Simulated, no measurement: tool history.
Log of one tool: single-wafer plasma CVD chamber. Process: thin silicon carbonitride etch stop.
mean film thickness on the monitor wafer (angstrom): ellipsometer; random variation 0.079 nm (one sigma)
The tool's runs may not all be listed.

| run | hour | RF power (W) | deposition time (s) | mean film thickness on the monitor wafer (angstrom) |
|---|---|---|---|---|
| 1 | 0 | 190 | 23.3 | 136.4 |
| 2 | 3.1 | 190 | 21.4 | 126.23 |
| 3 | 4.6 | 190 | 18.4 | 107.86 |
| 4 | 8.9 | 200 | 20.8 | 123.91 |
| 5 | 13.4 | 200 | 22.1 | 130.45 |
| 6 | 15.9 | 200 | 20.7 | 122.6 |
| 7 | 19.9 | 205 | 22.6 | 135.06 |

Forecast run 8:
| 8 | 22.4 | 210 | 23.9 | ? |

Run 8 gave mean film thickness on the monitor wafer (angstrom) 144.88.
